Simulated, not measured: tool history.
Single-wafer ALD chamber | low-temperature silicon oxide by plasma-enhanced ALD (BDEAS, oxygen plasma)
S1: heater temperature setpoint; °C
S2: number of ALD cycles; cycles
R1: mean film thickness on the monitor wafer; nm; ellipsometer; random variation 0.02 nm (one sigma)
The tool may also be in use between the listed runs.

run 1 day=0 | S1=90 S2=54 | R1=8.1995
run 2 day=0.346 | S1=90 S2=48 | R1=7.2441
run 3 day=0.521 | S1=85 S2=48 | R1=7.4086
run 4 day=0.596 | S1=87 S2=47 | R1=7.2179
run 5 day=0.896 | S1=87 S2=54 | R1=8.3198
run 6 day=1.254 | S1=89 S2=53 | R1=8.0662

Forecast run 7:
run 7 day=1.546 | S1=91 S2=52 | R1=?

{"run 7": {"R1": 7.847}}
